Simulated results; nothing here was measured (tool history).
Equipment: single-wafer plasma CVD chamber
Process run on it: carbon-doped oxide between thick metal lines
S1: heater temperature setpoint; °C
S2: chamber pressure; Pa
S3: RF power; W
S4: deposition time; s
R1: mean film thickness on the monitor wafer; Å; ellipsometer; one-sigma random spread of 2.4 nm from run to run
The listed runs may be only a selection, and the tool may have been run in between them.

run	hour	S1	S2	S3	S4	R1
1	0	355	475	605	185	9799.5
2	8.5	355	416	605	185	9561.8
3	14.8	360	379	570	185	8909.8
4	23	364	352	555	185	8626.1
5	24.3	367	333	540	185	8258.2
6	29	370	320	535	185	8175
7	34.5	375	285	485	185	7274.8
8	37.1	371	291	485	185	7285.7
9	44.5	370	317	485	185	7419.6

Predict the results of run 10:
10	51.3	367	331	485	185	?

Run 10 gave R1 7480.9 Å.

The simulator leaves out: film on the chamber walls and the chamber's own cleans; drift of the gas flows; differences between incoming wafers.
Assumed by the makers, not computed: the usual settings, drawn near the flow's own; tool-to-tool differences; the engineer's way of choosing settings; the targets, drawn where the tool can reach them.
